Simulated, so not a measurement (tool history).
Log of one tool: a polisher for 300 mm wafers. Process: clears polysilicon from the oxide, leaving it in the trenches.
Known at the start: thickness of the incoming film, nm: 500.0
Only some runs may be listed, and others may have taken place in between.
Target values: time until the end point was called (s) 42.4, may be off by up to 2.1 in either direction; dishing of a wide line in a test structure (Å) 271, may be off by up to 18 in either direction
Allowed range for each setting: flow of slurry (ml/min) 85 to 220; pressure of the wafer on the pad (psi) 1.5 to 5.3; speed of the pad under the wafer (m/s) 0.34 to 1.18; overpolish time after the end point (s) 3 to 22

run	hour	flow of slurry (ml/min)	pressure of the wafer on the pad (psi)	speed of the pad under the wafer (m/s)	overpolish time after the end point (s)	time until the end point was called (s)	dishing of a wide line in a test structure (Å)
1	0	140	3.4	0.76	11	34.416	497.36
2	2.4	140	4.1	0.76	11	30.474	517.64
3	10.5	140	4.1	0.64	11	36.774	505.07
4	14.5	115	4.1	0.64	11	37.628	504.36
5	19.3	115	4.1	0.64	9	36.53	477.37
6	24.9	115	4.1	0.64	11	36.947	485.52
7	33.3	110	3.7	0.68	10	37.276	484.22
8	36.7	105	3.4	0.7	9	40.264	466.07
9	42.6	100	3.1	0.74	8	39.563	454.77
10	50.9	100	2.9	0.76	7	40.229	432.7
11	51.7	100	2.7	0.78	6	42.294	401.92

Which single option among these 5 for the next run brings every result within its allowed miss of target? Just one does.
A	52.5	85	2.4	0.88	11	?	?
B	52.5	105	2.9	0.66	10	?	?
C	52.5	105	2.6	0.72	9	?	?
D	52.5	105	2.8	0.74	3	?	?
E	52.5	115	2.6	0.82	7	?	?

move	time until the end point was called (s)	dishing of a wide line in a test structure (Å)
A	40.728	487.46
B	46.285	464.02
C	45.509	452.58
D	42.353	270.87
E	39.525	436.74
A: the biggest miss grows against the last run
B: the biggest miss grows against the last run
C: the biggest miss grows against the last run
D: meets every target
E: the biggest miss grows against the last run
Correct choice: D, which meets every target
